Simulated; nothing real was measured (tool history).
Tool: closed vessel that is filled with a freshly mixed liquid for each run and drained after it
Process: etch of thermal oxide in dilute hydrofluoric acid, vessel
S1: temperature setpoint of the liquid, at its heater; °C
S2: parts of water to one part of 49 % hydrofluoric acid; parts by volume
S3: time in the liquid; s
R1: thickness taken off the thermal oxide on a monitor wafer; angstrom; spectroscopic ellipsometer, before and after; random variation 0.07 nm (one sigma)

{"run": 1, "hour": 0.0, "S1": 24.0, "S2": 165, "S3": 455, "R1": 120.46}
{"run": 2, "hour": 6.2, "S1": 24.0, "S2": 205, "S3": 455, "R1": 92.656}
{"run": 3, "hour": 10.8, "S1": 26.0, "S2": 205, "S3": 455, "R1": 99.357}
{"run": 4, "hour": 17.3, "S1": 26.0, "S2": 205, "S3": 455, "R1": 99.847}
{"run": 5, "hour": 21.9, "S1": 26.0, "S2": 205, "S3": 455, "R1": 100.22}
{"run": 6, "hour": 25.8, "S1": 26.0, "S2": 260, "S3": 455, "R1": 73.922}
{"run": 7, "hour": 32.1, "S1": 27.5, "S2": 235, "S3": 455, "R1": 88.166}
{"run": 8, "hour": 40.0, "S1": 29.0, "S2": 215, "S3": 455, "R1": 104.87}

The next listed run, before its measurement:
{"run": 9, "hour": 47.3, "S1": 30.0, "S2": 200, "S3": 455, "R1": "?"}

R1: 118.380 angstrom
